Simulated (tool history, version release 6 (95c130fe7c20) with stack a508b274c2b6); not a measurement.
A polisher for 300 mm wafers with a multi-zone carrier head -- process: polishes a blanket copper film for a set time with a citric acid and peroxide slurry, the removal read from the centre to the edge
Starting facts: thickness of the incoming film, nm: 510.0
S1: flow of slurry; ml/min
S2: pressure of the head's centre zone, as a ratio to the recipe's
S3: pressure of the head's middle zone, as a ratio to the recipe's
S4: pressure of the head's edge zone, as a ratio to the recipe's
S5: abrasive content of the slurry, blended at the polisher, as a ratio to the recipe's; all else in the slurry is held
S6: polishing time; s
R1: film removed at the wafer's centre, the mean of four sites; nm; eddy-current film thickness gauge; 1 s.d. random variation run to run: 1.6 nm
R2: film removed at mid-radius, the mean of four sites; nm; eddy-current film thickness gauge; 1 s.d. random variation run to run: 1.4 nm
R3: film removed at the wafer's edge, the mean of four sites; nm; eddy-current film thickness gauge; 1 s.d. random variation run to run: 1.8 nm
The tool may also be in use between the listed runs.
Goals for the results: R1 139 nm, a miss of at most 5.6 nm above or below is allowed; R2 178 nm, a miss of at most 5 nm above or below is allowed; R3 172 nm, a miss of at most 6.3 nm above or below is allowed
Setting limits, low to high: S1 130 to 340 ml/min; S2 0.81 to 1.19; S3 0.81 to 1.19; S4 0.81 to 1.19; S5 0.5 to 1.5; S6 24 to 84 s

run,hour,S1,S2,S3,S4,S5,S6,R1,R2,R3
1,0,220,1,1,1,1,54,140.68,130.45,140.02
2,3.8,220,1,1,1,1.1,54,141.56,135.97,141.87
3,6.7,220,1,0.93,1,1.1,54,141.96,126.98,141.85
4,9.8,230,0.97,0.99,1.04,1.2,54,138.67,136.58,143.35
5,11.1,230,0.97,0.99,1.04,1.2,61,160.87,156.6,170.44
6,14.8,230,0.93,1.02,1.05,1.2,61,148.5,160.16,167.34
7,15.3,235,0.92,1.04,1.06,1.2,61,151.89,161.11,166.13
8,17.3,225,0.9,1.05,1.07,1.25,61,149.02,164.06,168.73
9,22.5,225,0.88,1.07,1.08,1.25,61,145.1,165.22,171.1

Of the 5 settings listed for the next run, only one would bring every result within its allowed miss of target. Which one?
A,27.7,205,0.96,0.94,1.07,1.15,64,?,?,?
B,27.7,220,0.81,1.06,1.09,1.2,64,?,?,?
C,27.7,305,0.81,1.12,1.05,1.35,60,?,?,?
D,27.7,235,0.92,0.96,1.19,1.15,63,?,?,?
E,27.7,160,0.82,0.86,1.19,1.15,67,?,?,?

move,R1,R2,R3
A,159.09,153.85,171.94
B,137.25,171.36,176.49
C,138.34,179.03,172.01
D,153.42,156.79,181.34
E,135.08,144.79,184.06
A: misses by more than the last run did
B: moves toward the targets from the last run without getting all of them in spec
C: each result inside its tolerance
D: misses by more than the last run did
E: misses by more than the last run did
C meets every target.
